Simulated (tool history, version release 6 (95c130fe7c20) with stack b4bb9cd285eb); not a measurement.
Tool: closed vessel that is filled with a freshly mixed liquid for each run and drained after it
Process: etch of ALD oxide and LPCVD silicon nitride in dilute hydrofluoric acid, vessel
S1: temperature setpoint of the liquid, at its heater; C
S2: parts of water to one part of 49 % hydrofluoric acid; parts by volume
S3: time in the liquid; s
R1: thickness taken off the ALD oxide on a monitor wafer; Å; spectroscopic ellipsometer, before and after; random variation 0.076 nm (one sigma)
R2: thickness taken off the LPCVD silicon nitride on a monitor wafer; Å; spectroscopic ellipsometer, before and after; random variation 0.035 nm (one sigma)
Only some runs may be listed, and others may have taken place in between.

run,day,S1,S2,S3,R1,R2
1,0,24,65,60,167.98,3.9819
2,0.333,21,65,60,149.28,3.4961
3,0.642,21,75,60,126.67,2.8035
4,0.958,23,75,60,138.03,4.1046
5,1.333,24,70,60,153.69,4.0454
6,1.379,25,70,60,162.6,4.5253

Run 7 has not been measured yet. What should we expect?
7,1.683,25.5,70,60,?,?

R1: 165.61 Å
R2: 4.7714 Å
